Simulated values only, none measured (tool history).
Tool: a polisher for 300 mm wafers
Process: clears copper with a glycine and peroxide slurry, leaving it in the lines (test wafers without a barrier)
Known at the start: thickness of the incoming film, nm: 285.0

run,hour,flow of slurry (ml/min),pressure of the wafer on the pad (psi),speed of the pad under the wafer (m/s),overpolish time after the end point (s),time until the end point was called (s),dishing of a wide line in a test structure (nm)
1,0.0,265,2.3,0.84,30,78.623,53.500
2,4.8,265,2.2,0.84,29,80.345,51.070
3,13.2,265,2.2,0.84,34,81.348,56.827
4,14.9,225,2.2,0.84,34,83.841,55.520
5,19.0,225,2.2,0.84,43,81.612,62.282
6,23.7,230,2.1,0.84,41,83.753,61.554
7,32.1,235,2.1,0.82,39,84.312,59.038
8,35.3,235,2.0,0.80,37,89.085,56.463
9,39.5,235,1.9,0.80,35,91.460,53.991
10,41.4,235,1.9,0.80,33,90.487,51.413
11,42.3,235,1.8,0.80,32,94.406,50.022
12,48.9,235,1.7,0.80,31,94.342,48.177
13,51.0,235,1.6,0.80,30,100.290,46.345

Forecast run 14:
14,57.5,235,1.3,0.80,20,?,?

{"run 14": {"time until the end point was called (s)": 107.09, "dishing of a wide line in a test structure (nm)": 32.542}}
